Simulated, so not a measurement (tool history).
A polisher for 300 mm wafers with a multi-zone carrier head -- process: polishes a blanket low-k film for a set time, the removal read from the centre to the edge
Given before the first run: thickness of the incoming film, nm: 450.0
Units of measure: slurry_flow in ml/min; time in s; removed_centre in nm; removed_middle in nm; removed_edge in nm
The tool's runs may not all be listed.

run 1 hour=0 | slurry_flow=235 centre_zone=1 middle_zone=1 edge_zone=1 slurry_solids=1 time=84 | removed_centre=26.769 removed_middle=26.555 removed_edge=25.846
run 2 hour=3.4 | slurry_flow=280 centre_zone=1 middle_zone=1 edge_zone=1 slurry_solids=1 time=84 | removed_centre=27.21 removed_middle=26.837 removed_edge=26.95
run 3 hour=7.2 | slurry_flow=325 centre_zone=1 middle_zone=1 edge_zone=1 slurry_solids=1 time=84 | removed_centre=27.532 removed_middle=27.638 removed_edge=26.981
run 4 hour=9.4 | slurry_flow=315 centre_zone=0.99 middle_zone=0.97 edge_zone=0.96 slurry_solids=0.9 time=79 | removed_centre=24.964 removed_middle=23.698 removed_edge=23.616
run 5 hour=17 | slurry_flow=305 centre_zone=0.96 middle_zone=0.95 edge_zone=0.93 slurry_solids=0.8 time=76 | removed_centre=21.812 removed_middle=21.47 removed_edge=21.174
run 6 hour=24.6 | slurry_flow=295 centre_zone=0.95 middle_zone=0.92 edge_zone=0.9 slurry_solids=0.75 time=74 | removed_centre=20.035 removed_middle=19.698 removed_edge=19.833
run 7 hour=32.1 | slurry_flow=290 centre_zone=0.96 middle_zone=0.91 edge_zone=0.88 slurry_solids=0.7 time=72 | removed_centre=18.83 removed_middle=18.286 removed_edge=18.506

Run 8 is up next; what results do you expect?
run 8 hour=40.7 | slurry_flow=280 centre_zone=0.98 middle_zone=0.9 edge_zone=0.86 slurry_solids=0.65 time=71 | removed_centre=? removed_middle=? removed_edge=?

{"run 8": {"removed_centre": 18.365, "removed_middle": 17.081, "removed_edge": 17.282}}
